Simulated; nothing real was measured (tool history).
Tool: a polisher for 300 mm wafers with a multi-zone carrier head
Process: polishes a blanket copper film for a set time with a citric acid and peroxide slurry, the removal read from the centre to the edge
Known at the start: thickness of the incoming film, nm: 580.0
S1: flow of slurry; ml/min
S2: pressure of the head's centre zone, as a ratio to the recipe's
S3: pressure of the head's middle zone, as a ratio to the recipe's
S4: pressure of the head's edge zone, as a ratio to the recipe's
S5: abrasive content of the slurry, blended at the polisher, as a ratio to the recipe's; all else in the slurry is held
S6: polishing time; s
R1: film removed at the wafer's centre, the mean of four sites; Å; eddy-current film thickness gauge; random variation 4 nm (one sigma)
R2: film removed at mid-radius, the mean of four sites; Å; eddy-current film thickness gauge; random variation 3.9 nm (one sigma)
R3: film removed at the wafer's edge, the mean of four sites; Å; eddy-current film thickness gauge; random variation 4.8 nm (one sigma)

run 1 hour=0 | S1=175 S2=1 S3=1 S4=1 S5=1 S6=72 | R1=2454.1 R2=2279.4 R3=2419.9
run 2 hour=8.9 | S1=175 S2=1.01 S3=0.98 S4=1.04 S5=1.1 S6=76 | R1=2649.8 R2=2413.5 R3=2564
run 3 hour=10.1 | S1=175 S2=1.01 S3=0.98 S4=1.11 S5=1.1 S6=76 | R1=2597.6 R2=2479 R3=2619
run 4 hour=15.5 | S1=170 S2=1 S3=0.93 S4=1.11 S5=1.15 S6=83 | R1=2879.4 R2=2591.9 R3=2986.5
run 5 hour=23.1 | S1=170 S2=1 S3=1 S4=1.11 S5=1.15 S6=83 | R1=2803.2 R2=2689 R3=2951
run 6 hour=29.4 | S1=205 S2=1 S3=1 S4=1.11 S5=1.15 S6=83 | R1=2933.4 R2=2800.6 R3=3053.9

The next listed run, before its measurement:
run 7 hour=37.2 | S1=210 S2=1 S3=0.96 S4=1.12 S5=1.2 S6=85 | R1=? R2=? R3=?

R1: 3013.8 Å
R2: 2806.4 Å
R3: 3152.6 Å
